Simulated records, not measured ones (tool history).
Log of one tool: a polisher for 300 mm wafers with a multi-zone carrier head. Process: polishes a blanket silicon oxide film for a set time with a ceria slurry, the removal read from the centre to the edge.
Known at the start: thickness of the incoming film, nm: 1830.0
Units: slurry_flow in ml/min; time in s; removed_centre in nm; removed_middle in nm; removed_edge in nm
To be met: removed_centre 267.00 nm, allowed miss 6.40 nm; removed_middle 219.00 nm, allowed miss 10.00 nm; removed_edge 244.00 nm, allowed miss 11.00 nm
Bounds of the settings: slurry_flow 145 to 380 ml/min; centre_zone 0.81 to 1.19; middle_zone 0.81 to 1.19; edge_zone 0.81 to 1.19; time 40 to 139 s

run 1 hour=0.0 | slurry_flow=245 centre_zone=1.00 middle_zone=1.00 edge_zone=1.00 time=89 | removed_centre=420.86 removed_middle=419.08 removed_edge=429.82
run 2 hour=4.3 | slurry_flow=245 centre_zone=1.01 middle_zone=0.97 edge_zone=0.97 time=80 | removed_centre=380.68 removed_middle=367.98 removed_edge=361.87
run 3 hour=11.3 | slurry_flow=245 centre_zone=1.01 middle_zone=0.97 edge_zone=0.89 time=80 | removed_centre=385.74 removed_middle=358.83 removed_edge=348.99
run 4 hour=14.9 | slurry_flow=225 centre_zone=1.01 middle_zone=0.94 edge_zone=0.91 time=74 | removed_centre=353.64 removed_middle=320.86 removed_edge=332.00
run 5 hour=19.8 | slurry_flow=230 centre_zone=1.01 middle_zone=0.92 edge_zone=0.90 time=69 | removed_centre=327.90 removed_middle=295.81 removed_edge=308.45
run 6 hour=27.4 | slurry_flow=230 centre_zone=1.01 middle_zone=0.90 edge_zone=0.89 time=66 | removed_centre=313.27 removed_middle=279.61 removed_edge=296.45
run 7 hour=34.9 | slurry_flow=230 centre_zone=1.01 middle_zone=0.88 edge_zone=0.88 time=63 | removed_centre=297.24 removed_middle=269.14 removed_edge=277.65
run 8 hour=36.8 | slurry_flow=215 centre_zone=1.02 middle_zone=0.87 edge_zone=0.87 time=61 | removed_centre=288.23 removed_middle=249.65 removed_edge=268.49
run 9 hour=42.2 | slurry_flow=185 centre_zone=1.03 middle_zone=0.84 edge_zone=0.81 time=55 | removed_centre=255.68 removed_middle=211.14 removed_edge=233.97
run 10 hour=50.6 | slurry_flow=190 centre_zone=1.03 middle_zone=0.84 edge_zone=0.82 time=55 | removed_centre=261.07 removed_middle=214.86 removed_edge=231.85

5 next moves are on the table. One of them brings every result within its allowed miss. Which?
run A hour=59.0 | slurry_flow=150 centre_zone=1.16 middle_zone=0.86 edge_zone=0.81 time=53 | removed_centre=? removed_middle=? removed_edge=?
run B hour=59.0 | slurry_flow=210 centre_zone=1.18 middle_zone=0.98 edge_zone=0.81 time=51 | removed_centre=? removed_middle=? removed_edge=?
run C hour=59.0 | slurry_flow=170 centre_zone=0.96 middle_zone=0.84 edge_zone=0.85 time=57 | removed_centre=? removed_middle=? removed_edge=?
run D hour=59.0 | slurry_flow=205 centre_zone=1.04 middle_zone=0.84 edge_zone=0.89 time=56 | removed_centre=? removed_middle=? removed_edge=?
run E hour=59.0 | slurry_flow=215 centre_zone=1.13 middle_zone=0.88 edge_zone=0.81 time=53 | removed_centre=? removed_middle=? removed_edge=?

move=A removed_centre=263.38 removed_middle=211.11 removed_edge=221.69
move=B removed_centre=265.21 removed_middle=233.18 removed_edge=217.65
move=C removed_centre=252.07 removed_middle=225.32 removed_edge=245.60
move=D removed_centre=265.99 removed_middle=224.89 removed_edge=249.34
move=E removed_centre=267.77 removed_middle=221.99 removed_edge=226.82
A: further off than the last run
B: further off than the last run
C: brings the result that was furthest off to its target, and leaves another outside
D: meets every target
E: further off than the last run
Move D is the one to make.
